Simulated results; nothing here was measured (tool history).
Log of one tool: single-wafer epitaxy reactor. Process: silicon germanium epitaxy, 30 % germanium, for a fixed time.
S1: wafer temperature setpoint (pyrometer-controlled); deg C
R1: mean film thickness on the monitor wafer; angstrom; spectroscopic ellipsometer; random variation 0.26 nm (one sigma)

run 1 hour=0 | S1=605 chamber_pressure_(Torr)=20.9 | R1=639.94
run 2 hour=2.6 | S1=601 chamber_pressure_(Torr)=20.7 | R1=586.08
run 3 hour=3.2 | S1=601 chamber_pressure_(Torr)=18.9 | R1=572.01
run 4 hour=4.1 | S1=601 chamber_pressure_(Torr)=22.5 | R1=592.88
run 5 hour=10.3 | S1=605 chamber_pressure_(Torr)=22.5 | R1=648.37
run 6 hour=13.3 | S1=601 chamber_pressure_(Torr)=22.3 | R1=591.76
run 7 hour=17.6 | S1=601 chamber_pressure_(Torr)=22.3 | R1=602.99
run 8 hour=20.8 | S1=597 chamber_pressure_(Torr)=22.2 | R1=550.84

Forecast run 9:
run 9 hour=28.6 | S1=595 chamber_pressure_(Torr)=22.1 | R1=?

R1: 522.83 angstrom
